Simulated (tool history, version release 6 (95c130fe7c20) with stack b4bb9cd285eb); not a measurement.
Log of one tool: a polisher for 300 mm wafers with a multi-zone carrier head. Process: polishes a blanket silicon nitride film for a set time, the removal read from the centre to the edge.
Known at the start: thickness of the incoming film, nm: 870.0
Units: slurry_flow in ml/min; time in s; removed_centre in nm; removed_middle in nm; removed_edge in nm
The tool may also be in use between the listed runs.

| run | hour | slurry_flow | centre_zone | middle_zone | edge_zone | time | removed_centre | removed_middle | removed_edge |
|---|---|---|---|---|---|---|---|---|---|
| 1 | 0 | 210 | 1 | 1 | 1 | 42 | 114.89 | 110.51 | 111 |
| 2 | 8.9 | 205 | 0.99 | 0.97 | 0.97 | 41 | 110.58 | 103.58 | 107.99 |
| 3 | 12.7 | 225 | 0.99 | 0.97 | 0.97 | 41 | 111.12 | 105.03 | 107.71 |
| 4 | 18.9 | 230 | 0.99 | 0.95 | 0.95 | 39 | 108.54 | 99.216 | 102.05 |
| 5 | 23.1 | 280 | 0.99 | 0.95 | 0.95 | 39 | 109.89 | 101.87 | 104.54 |
| 6 | 29.6 | 280 | 0.99 | 0.95 | 0.95 | 29 | 83.648 | 74.904 | 77.323 |

Forecast run 7:
| 7 | 37 | 280 | 0.99 | 0.95 | 0.97 | 29 | ? | ? | ? |

Run 7 gave removed_centre 83.007 nm, removed_middle 76.08 nm, removed_edge 78.86 nm.

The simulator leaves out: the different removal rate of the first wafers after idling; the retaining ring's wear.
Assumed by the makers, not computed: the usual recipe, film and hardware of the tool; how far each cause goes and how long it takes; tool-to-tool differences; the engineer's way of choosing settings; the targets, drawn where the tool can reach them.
